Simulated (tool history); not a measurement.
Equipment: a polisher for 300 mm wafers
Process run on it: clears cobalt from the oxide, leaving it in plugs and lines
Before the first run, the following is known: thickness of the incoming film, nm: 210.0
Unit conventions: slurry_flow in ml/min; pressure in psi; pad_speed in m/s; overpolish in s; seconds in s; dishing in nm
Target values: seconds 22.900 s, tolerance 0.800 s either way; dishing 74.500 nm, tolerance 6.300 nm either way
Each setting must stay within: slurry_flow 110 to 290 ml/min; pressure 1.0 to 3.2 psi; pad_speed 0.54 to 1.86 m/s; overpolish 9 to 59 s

{"run": 1, "hour": 0.0, "slurry_flow": 185, "pressure": 2.1, "pad_speed": 1.18, "overpolish": 30, "seconds": 29.728, "dishing": 76.239}
{"run": 2, "hour": 8.4, "slurry_flow": 185, "pressure": 2.1, "pad_speed": 1.18, "overpolish": 23, "seconds": 29.793, "dishing": 69.94}
{"run": 3, "hour": 12.3, "slurry_flow": 185, "pressure": 2.1, "pad_speed": 0.96, "overpolish": 23, "seconds": 35.545, "dishing": 68.612}
{"run": 4, "hour": 16.8, "slurry_flow": 185, "pressure": 2.2, "pad_speed": 0.96, "overpolish": 23, "seconds": 34.133, "dishing": 67.787}
{"run": 5, "hour": 20.7, "slurry_flow": 185, "pressure": 2.3, "pad_speed": 0.96, "overpolish": 24, "seconds": 32.608, "dishing": 71.245}
{"run": 6, "hour": 27.7, "slurry_flow": 185, "pressure": 2.3, "pad_speed": 0.96, "overpolish": 13, "seconds": 32.686, "dishing": 53.768}
{"run": 7, "hour": 33.7, "slurry_flow": 185, "pressure": 2.4, "pad_speed": 0.96, "overpolish": 15, "seconds": 31.457, "dishing": 63.013}
{"run": 8, "hour": 40.5, "slurry_flow": 185, "pressure": 2.5, "pad_speed": 0.96, "overpolish": 15, "seconds": 30.418, "dishing": 61.954}
{"run": 9, "hour": 41.2, "slurry_flow": 185, "pressure": 2.6, "pad_speed": 0.96, "overpolish": 16, "seconds": 30.038, "dishing": 63.605}

Which of these 4 next moves meets every target?
{"run": "A", "hour": 41.9, "slurry_flow": 195, "pressure": 2.7, "pad_speed": 1.2, "overpolish": 12, "seconds": "?", "dishing": "?"}
{"run": "B", "hour": 41.9, "slurry_flow": 225, "pressure": 2.8, "pad_speed": 1.26, "overpolish": 26, "seconds": "?", "dishing": "?"}
{"run": "C", "hour": 41.9, "slurry_flow": 250, "pressure": 2.9, "pad_speed": 1.06, "overpolish": 23, "seconds": "?", "dishing": "?"}
{"run": "D", "hour": 41.9, "slurry_flow": 215, "pressure": 3.0, "pad_speed": 1.18, "overpolish": 21, "seconds": "?", "dishing": "?"}

move=A seconds=23.226 dishing=64.637
move=B seconds=21.058 dishing=79.339
move=C seconds=23.587 dishing=77.196
move=D seconds=21.026 dishing=77.399
A: corrects the largest miss of the last run, while another result sits out of spec
B: pushes the last run's worst result past its target
C: each result inside its tolerance
D: pushes the last run's worst result past its target
C meets every target.
